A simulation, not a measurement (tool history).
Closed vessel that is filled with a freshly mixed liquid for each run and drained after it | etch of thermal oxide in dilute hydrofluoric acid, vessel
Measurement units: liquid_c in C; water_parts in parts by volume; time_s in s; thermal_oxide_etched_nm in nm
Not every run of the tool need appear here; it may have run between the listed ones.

{"run": 1, "hour": 0.0, "liquid_c": 23.0, "water_parts": 145, "time_s": 145, "thermal_oxide_etched_nm": 4.3175}
{"run": 2, "hour": 1.2, "liquid_c": 24.5, "water_parts": 125, "time_s": 145, "thermal_oxide_etched_nm": 5.393}
{"run": 3, "hour": 4.6, "liquid_c": 25.5, "water_parts": 110, "time_s": 145, "thermal_oxide_etched_nm": 6.5422}
{"run": 4, "hour": 8.2, "liquid_c": 26.5, "water_parts": 100, "time_s": 145, "thermal_oxide_etched_nm": 7.5509}
{"run": 5, "hour": 12.4, "liquid_c": 27.5, "water_parts": 95, "time_s": 145, "thermal_oxide_etched_nm": 8.3904}
{"run": 6, "hour": 14.0, "liquid_c": 29.5, "water_parts": 95, "time_s": 145, "thermal_oxide_etched_nm": 9.0474}
{"run": 7, "hour": 22.1, "liquid_c": 30.0, "water_parts": 90, "time_s": 145, "thermal_oxide_etched_nm": 9.679}
{"run": 8, "hour": 22.7, "liquid_c": 30.0, "water_parts": 85, "time_s": 145, "thermal_oxide_etched_nm": 10.272}

Forecast run 9:
{"run": 9, "hour": 30.2, "liquid_c": 30.0, "water_parts": 80, "time_s": 145, "thermal_oxide_etched_nm": "?"}

thermal_oxide_etched_nm: 10.9780 nm

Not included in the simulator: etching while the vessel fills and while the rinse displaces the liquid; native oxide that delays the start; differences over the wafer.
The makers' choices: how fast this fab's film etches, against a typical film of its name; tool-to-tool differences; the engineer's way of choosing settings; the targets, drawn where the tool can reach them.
